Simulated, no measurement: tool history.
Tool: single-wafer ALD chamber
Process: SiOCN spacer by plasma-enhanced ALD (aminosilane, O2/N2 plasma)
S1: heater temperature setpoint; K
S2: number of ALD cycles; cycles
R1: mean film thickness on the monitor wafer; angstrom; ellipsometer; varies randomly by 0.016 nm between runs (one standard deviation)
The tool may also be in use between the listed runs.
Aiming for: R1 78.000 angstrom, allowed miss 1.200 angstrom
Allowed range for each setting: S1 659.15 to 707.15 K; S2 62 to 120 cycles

Run 1, hour 0.0: S1 683.15 K, S2 91 cycles. Result: R1 60.161 angstrom.
Run 2, hour 7.2: S1 681.15 K, S2 94 cycles. Result: R1 62.633 angstrom.
Run 3, hour 10.5: S1 681.15 K, S2 83 cycles. Result: R1 55.551 angstrom.
Run 4, hour 12.3: S1 681.15 K, S2 74 cycles. Result: R1 49.220 angstrom.
Run 5, hour 17.8: S1 681.15 K, S2 80 cycles. Result: R1 53.106 angstrom.
Run 6, hour 21.3: S1 681.15 K, S2 88 cycles. Result: R1 58.757 angstrom.
Run 7, hour 25.8: S1 678.15 K, S2 91 cycles. Result: R1 61.201 angstrom.
Run 8, hour 34.9: S1 676.15 K, S2 94 cycles. Result: R1 63.427 angstrom.
Run 9, hour 41.5: S1 675.15 K, S2 96 cycles. Result: R1 65.174 angstrom.
Run 10, hour 42.4: S1 674.15 K, S2 98 cycles. Result: R1 66.647 angstrom.
Run 11, hour 44.4: S1 673.15 K, S2 100 cycles. Result: R1 67.980 angstrom.
Run 12, hour 47.5: S1 672.15 K, S2 102 cycles. Result: R1 69.575 angstrom.
Run 13, hour 53.8: S1 672.15 K, S2 102 cycles. Result: R1 69.711 angstrom.
Run 14, hour 61.5: S1 671.15 K, S2 103 cycles. Result: R1 70.426 angstrom.
Run 15, hour 63.6: S1 670.15 K, S2 104 cycles. Result: R1 71.246 angstrom.
Run 16, hour 68.3: S1 670.15 K, S2 105 cycles. Result: R1 71.859 angstrom.
Run 17, hour 72.0: S1 669.15 K, S2 106 cycles. Result: R1 72.483 angstrom.
Run 18, hour 79.6: S1 669.15 K, S2 107 cycles. Result: R1 73.369 angstrom.
Run 19, hour 88.6: S1 668.15 K, S2 108 cycles. Result: R1 74.043 angstrom.
Run 20, hour 91.2: S1 662.15 K, S2 112 cycles. Result: R1 76.506 angstrom.

5 next moves are on the table. One of them brings every result within its allowed miss. Which?
Run A, hour 93.8: S1 665.15 K, S2 111 cycles. Result: R1 ?.
Run B, hour 93.8: S1 662.15 K, S2 110 cycles. Result: R1 ?.
Run C, hour 93.8: S1 669.15 K, S2 110 cycles. Result: R1 ?.
Run D, hour 93.8: S1 665.15 K, S2 109 cycles. Result: R1 ?.
Run E, hour 93.8: S1 659.15 K, S2 114 cycles. Result: R1 ?.

move      R1
   A  75.950
   B  75.265
   C  75.265
   D  74.581
   E  78.002
A: lands further from the targets than the last run did
B: lands further from the targets than the last run did
C: lands further from the targets than the last run did
D: lands further from the targets than the last run did
E: in spec on every target
Move E is the one to make.
